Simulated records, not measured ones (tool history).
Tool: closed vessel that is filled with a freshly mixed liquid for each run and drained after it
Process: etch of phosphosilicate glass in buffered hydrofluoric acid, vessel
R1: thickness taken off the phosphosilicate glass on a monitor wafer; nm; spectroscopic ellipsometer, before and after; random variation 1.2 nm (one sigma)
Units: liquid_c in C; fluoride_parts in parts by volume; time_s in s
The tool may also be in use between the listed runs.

Run 1, hour 0: liquid_c 23 C, fluoride_parts 18.5 parts by volume, time_s 90 s. Result: R1 366.21 nm.
Run 2, hour 6.3: liquid_c 26.5 C, fluoride_parts 18.5 parts by volume, time_s 90 s. Result: R1 446.3 nm.
Run 3, hour 7.6: liquid_c 24.5 C, fluoride_parts 18.5 parts by volume, time_s 90 s. Result: R1 403.41 nm.
Run 4, hour 13.4: liquid_c 23 C, fluoride_parts 18.5 parts by volume, time_s 90 s. Result: R1 371.28 nm.
Run 5, hour 18.3: liquid_c 22 C, fluoride_parts 18.5 parts by volume, time_s 90 s. Result: R1 346.32 nm.
Run 6, hour 25.6: liquid_c 24 C, fluoride_parts 18.5 parts by volume, time_s 90 s. Result: R1 391.58 nm.
Run 7, hour 34.2: liquid_c 23 C, fluoride_parts 18.5 parts by volume, time_s 90 s. Result: R1 370.72 nm.
Run 8, hour 37: liquid_c 22 C, fluoride_parts 18.5 parts by volume, time_s 90 s. Result: R1 348.71 nm.
Run 9, hour 42.1: liquid_c 21.5 C, fluoride_parts 18.5 parts by volume, time_s 90 s. Result: R1 337.21 nm.
Run 10, hour 45.7: liquid_c 21.5 C, fluoride_parts 18.5 parts by volume, time_s 90 s. Result: R1 340.55 nm.

The next listed run, before its measurement:
Run 11, hour 54: liquid_c 21 C, fluoride_parts 18.5 parts by volume, time_s 90 s. Result: R1 ?.

{"run 11": {"R1": 331.98}}

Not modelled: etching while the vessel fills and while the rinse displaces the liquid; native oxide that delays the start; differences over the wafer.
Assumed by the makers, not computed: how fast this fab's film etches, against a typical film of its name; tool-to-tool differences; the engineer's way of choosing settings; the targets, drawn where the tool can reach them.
